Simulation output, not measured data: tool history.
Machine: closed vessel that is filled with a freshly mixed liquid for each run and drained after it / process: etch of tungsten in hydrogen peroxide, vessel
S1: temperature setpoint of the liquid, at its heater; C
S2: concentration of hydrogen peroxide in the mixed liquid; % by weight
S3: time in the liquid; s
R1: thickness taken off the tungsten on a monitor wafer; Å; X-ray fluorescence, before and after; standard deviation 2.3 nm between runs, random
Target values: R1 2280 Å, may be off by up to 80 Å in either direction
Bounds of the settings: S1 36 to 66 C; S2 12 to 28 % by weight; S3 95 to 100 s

run 1 hour=0 | S1=52 S2=19 S3=95 | R1=1818.8
run 2 hour=6.1 | S1=53 S2=19 S3=95 | R1=1902.9
run 3 hour=9.4 | S1=54 S2=19 S3=95 | R1=2017.3
run 4 hour=16.4 | S1=54 S2=19 S3=100 | R1=2158.3
run 5 hour=18.2 | S1=51.5 S2=19 S3=100 | R1=1827.6
run 6 hour=19.2 | S1=51.5 S2=21 S3=100 | R1=1921.2
run 7 hour=27.9 | S1=52.5 S2=21 S3=100 | R1=2084.9
run 8 hour=31.6 | S1=53 S2=21 S3=100 | R1=2123.3
run 9 hour=34.1 | S1=53.5 S2=21 S3=100 | R1=2152.1

5 next moves are on the table. One of them brings every result within its allowed miss. Which?
run A hour=36.6 | S1=55 S2=25 S3=95 | R1=?
run B hour=36.6 | S1=53 S2=19.5 S3=95 | R1=?
run C hour=36.6 | S1=52.5 S2=19 S3=100 | R1=?
run D hour=36.6 | S1=54 S2=21.5 S3=95 | R1=?
run E hour=36.6 | S1=53.5 S2=22.5 S3=100 | R1=?

move=A R1=2465.9
move=B R1=1933
move=C R1=1949
move=D R1=2154.8
move=E R1=2252.1
A: pushes the last run's worst result past its target
B: its largest miss is bigger than the last run's
C: its largest miss is bigger than the last run's
D: about as far from the targets as the last run
E: every result lands within tolerance
E meets every target.
